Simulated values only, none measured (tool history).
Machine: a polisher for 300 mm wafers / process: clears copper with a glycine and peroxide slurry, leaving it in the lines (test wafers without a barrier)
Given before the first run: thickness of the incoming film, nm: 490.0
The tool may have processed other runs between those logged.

| run | hour | flow of slurry (ml/min) | pressure of the wafer on the pad (kPa) | speed of the pad under the wafer (m/s) | overpolish time after the end point (s) | time until the end point was called (s) | dishing of a wide line in a test structure (angstrom) |
|---|---|---|---|---|---|---|---|
| 1 | 0 | 145 | 11.7 | 1.04 | 24 | 153.73 | 349.14 |
| 2 | 4.4 | 120 | 11.7 | 1.04 | 24 | 157.84 | 327.98 |
| 3 | 8 | 100 | 11.7 | 1.04 | 24 | 166.04 | 343.76 |
| 4 | 11.1 | 100 | 13.8 | 1.04 | 24 | 144.4 | 344.78 |
| 5 | 18.7 | 105 | 14.5 | 1.06 | 24 | 138.28 | 359.62 |
| 6 | 25.8 | 105 | 11.7 | 1.06 | 24 | 156.66 | 336.18 |
| 7 | 32.9 | 105 | 12.4 | 1.1 | 23 | 145.43 | 322.18 |
| 8 | 36.2 | 105 | 13.1 | 1.12 | 23 | 144.13 | 348.14 |
| 9 | 44.7 | 125 | 16.5 | 1.4 | 12 | 93.913 | 309.59 |
| 10 | 50.8 | 125 | 16.5 | 1.4 | 14 | 93.231 | 316.52 |

Estimate the outcome of run 11 from the log above:
| 11 | 53.6 | 125 | 16.5 | 1.4 | 15 | ? | ? |

For run 11 the tool returned time until the end point was called (s) 95.174, dishing of a wide line in a test structure (angstrom) 335.87.

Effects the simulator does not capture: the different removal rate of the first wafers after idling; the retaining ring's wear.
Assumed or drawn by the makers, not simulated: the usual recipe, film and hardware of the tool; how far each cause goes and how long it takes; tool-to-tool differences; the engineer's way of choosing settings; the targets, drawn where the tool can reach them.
